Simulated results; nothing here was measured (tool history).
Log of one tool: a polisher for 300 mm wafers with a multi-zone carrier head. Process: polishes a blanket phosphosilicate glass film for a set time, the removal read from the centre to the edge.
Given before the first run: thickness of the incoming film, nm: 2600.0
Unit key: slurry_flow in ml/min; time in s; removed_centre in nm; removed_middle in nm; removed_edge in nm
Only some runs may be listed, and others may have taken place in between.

run  hour  slurry_flow  centre_zone  middle_zone  edge_zone  slurry_solids  time  removed_centre  removed_middle  removed_edge
  1   0.0          220         1.00         1.00       1.00           1.00    85          759.07          651.25        659.42
  2   5.3          215         0.99         0.99       0.97           0.95    85          744.06          633.85        647.07
  3  14.1          215         0.99         0.99       0.97           0.85    85          716.73          628.57        623.93
  4  21.9          210         0.98         0.98       0.95           0.80    85          693.54          600.48        606.40
  5  28.7          210         0.98         0.98       0.95           0.95    85          729.52          630.92        636.76
     34.4  -- centre zone pressure recalibrated
  6  34.4          210         0.98         0.98       0.95           0.95   101          780.56          759.69        759.11
  7  43.2          215         0.97         0.98       0.94           0.90    98          744.61          719.84        722.49
  8  48.3          215         0.97         0.98       0.94           0.90    98          751.70          719.41        725.68
  9  54.2          215         0.97         0.98       0.93           0.85    96          717.05          689.82        698.74
 10  62.8          225         1.06         1.00       0.83           0.60    86          648.25          571.89        535.28
 11  69.6          220         1.05         1.00       0.83           0.60    86          636.31          576.24        541.67
 12  74.3          215         1.05         1.00       0.83           0.60    86          645.49          583.40        538.31

Run 13 comes next. What will it give?
 13  77.8          185         0.99         0.95       0.84           0.60    86               ?               ?             ?

{"run 13": {"removed_centre": 579.82, "removed_middle": 537.58, "removed_edge": 525.96}}
